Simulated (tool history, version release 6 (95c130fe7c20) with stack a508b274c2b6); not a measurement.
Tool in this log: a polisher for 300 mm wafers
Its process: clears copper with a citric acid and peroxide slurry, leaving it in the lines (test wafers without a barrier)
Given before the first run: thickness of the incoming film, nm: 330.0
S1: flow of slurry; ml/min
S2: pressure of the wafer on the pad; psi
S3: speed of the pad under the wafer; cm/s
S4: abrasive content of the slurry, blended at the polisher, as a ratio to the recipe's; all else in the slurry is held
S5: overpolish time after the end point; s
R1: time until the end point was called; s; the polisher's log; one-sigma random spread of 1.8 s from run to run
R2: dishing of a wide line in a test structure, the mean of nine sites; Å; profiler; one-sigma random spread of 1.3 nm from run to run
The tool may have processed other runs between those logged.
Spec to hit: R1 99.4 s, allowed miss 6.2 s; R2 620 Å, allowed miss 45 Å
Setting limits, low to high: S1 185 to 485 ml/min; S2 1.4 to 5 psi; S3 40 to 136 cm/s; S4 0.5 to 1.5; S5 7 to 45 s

run,day,S1,S2,S3,S4,S5,R1,R2
1,0,310,3.2,88,1,23,143.67,343.37
2,0.271,310,3.3,88,1,24,140.1,375.55
3,0.296,310,3.3,88,1,17,137.62,270.98
4,0.612,310,3.3,88,1,7,140.1,117.2
5,0.867,310,3.3,88,1,7,145.91,120.84
6,1.117,310,3.3,88,1.15,7,141.31,119.8
7,1.262,310,3.3,92,1.15,10,133.59,181.87
8,1.462,310,3.3,96,1.2,11,128.88,195.85
9,1.529,310,3.3,98,1.2,13,125.35,248.44
10,1.7,310,3.3,98,1.2,13,122.98,245.58
11,1.85,310,3.3,100,1.2,14,121.38,258.67
12,2.171,310,3.3,102,1.2,15,120.24,288.75
13,2.267,310,3.3,104,1.2,16,113.91,317.26
14,2.321,310,3.7,104,1.2,27,106.27,505
15,2.442,310,3.7,106,1.2,27,105.01,506.9
16,2.612,310,3.7,108,1.2,27,102.62,534.36
17,2.829,310,3.6,112,1.2,28,102.55,531.6
18,2.904,310,3.6,112,1.25,29,99.149,552.29

Which of these 5 next moves meets every target?
A,2.979,470,4.1,104,1,31,?,?
B,2.979,295,3.6,108,1.3,22,?,?
C,2.979,260,3.3,122,1.3,42,?,?
D,2.979,430,3.9,96,1.2,28,?,?
E,2.979,320,3,122,1.35,29,?,?

move,R1,R2
A,99.887,591.15
B,105.03,433.36
C,100.99,705.58
D,109.16,510.88
E,105.7,526.22
A: in spec on every target
B: its largest miss is bigger than the last run's
C: the result that was furthest off in the last run now lies on the other side of its target
D: its largest miss is bigger than the last run's
E: its largest miss is bigger than the last run's
Answer: A
